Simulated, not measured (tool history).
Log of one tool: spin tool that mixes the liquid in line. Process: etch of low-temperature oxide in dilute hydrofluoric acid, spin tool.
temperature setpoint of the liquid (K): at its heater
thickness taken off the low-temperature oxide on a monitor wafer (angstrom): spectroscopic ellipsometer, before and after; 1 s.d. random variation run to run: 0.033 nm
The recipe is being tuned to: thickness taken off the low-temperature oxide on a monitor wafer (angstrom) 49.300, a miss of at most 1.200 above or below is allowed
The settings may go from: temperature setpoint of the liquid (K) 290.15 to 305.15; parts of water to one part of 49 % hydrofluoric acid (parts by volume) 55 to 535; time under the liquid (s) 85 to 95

run,hour,temperature setpoint of the liquid (K),parts of water to one part of 49 % hydrofluoric acid (parts by volume),time under the liquid (s),thickness taken off the low-temperature oxide on a monitor wafer (angstrom)
1,0.0,297.15,295,85,86.283
2,6.0,296.15,305,85,80.317
3,7.9,294.15,305,85,74.647
4,14.5,293.65,315,85,69.902
5,17.3,293.65,230,85,104.860
6,23.5,293.15,245,85,95.448
7,29.7,292.65,260,85,86.317
8,38.3,292.15,270,85,79.938
9,39.2,292.15,270,85,81.388
10,45.8,292.15,280,85,78.088
11,52.2,292.15,290,85,73.447

5 next moves are on the table. One of them brings every result within its allowed miss. Which?
A,58.6,290.65,365,85,?
B,58.6,293.65,205,85,?
C,58.6,290.15,375,85,?
D,58.6,294.15,430,85,?
E,58.6,290.15,395,85,?

move,thickness taken off the low-temperature oxide on a monitor wafer (angstrom)
A,52.041
B,119.450
C,49.342
D,47.370
E,46.115
A: nearer than the last run, and not there yet
B: its largest miss is bigger than the last run's
C: in spec on every target
D: takes the result that was furthest off past its target
E: takes the result that was furthest off past its target
Answer: C

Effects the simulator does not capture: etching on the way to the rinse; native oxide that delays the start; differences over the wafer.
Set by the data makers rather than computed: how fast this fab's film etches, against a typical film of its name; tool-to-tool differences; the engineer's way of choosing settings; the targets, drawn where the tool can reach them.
